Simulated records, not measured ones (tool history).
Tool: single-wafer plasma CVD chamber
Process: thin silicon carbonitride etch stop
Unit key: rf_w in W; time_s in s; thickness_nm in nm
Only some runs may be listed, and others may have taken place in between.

{"run": 1, "hour": 0.0, "rf_w": 235, "time_s": 21.9, "thickness_nm": 14.017}
{"run": 2, "hour": 2.7, "rf_w": 235, "time_s": 20.2, "thickness_nm": 12.959}
{"run": 3, "hour": 5.3, "rf_w": 235, "time_s": 22.7, "thickness_nm": 14.623}
{"run": 4, "hour": 7.1, "rf_w": 235, "time_s": 25.4, "thickness_nm": 16.302}
{"run": 5, "hour": 10.9, "rf_w": 235, "time_s": 28.1, "thickness_nm": 18.006}
{"run": 6, "hour": 14.7, "rf_w": 215, "time_s": 28.1, "thickness_nm": 17.362}
{"run": 7, "hour": 20.2, "rf_w": 210, "time_s": 28, "thickness_nm": 16.981}

What will run 8 give?
{"hour": 27.7, "done": "RF generator calibrated"}
{"run": 8, "hour": 27.7, "rf_w": 205, "time_s": 28, "thickness_nm": "?"}

{"run 8": {"thickness_nm": 17.245}}
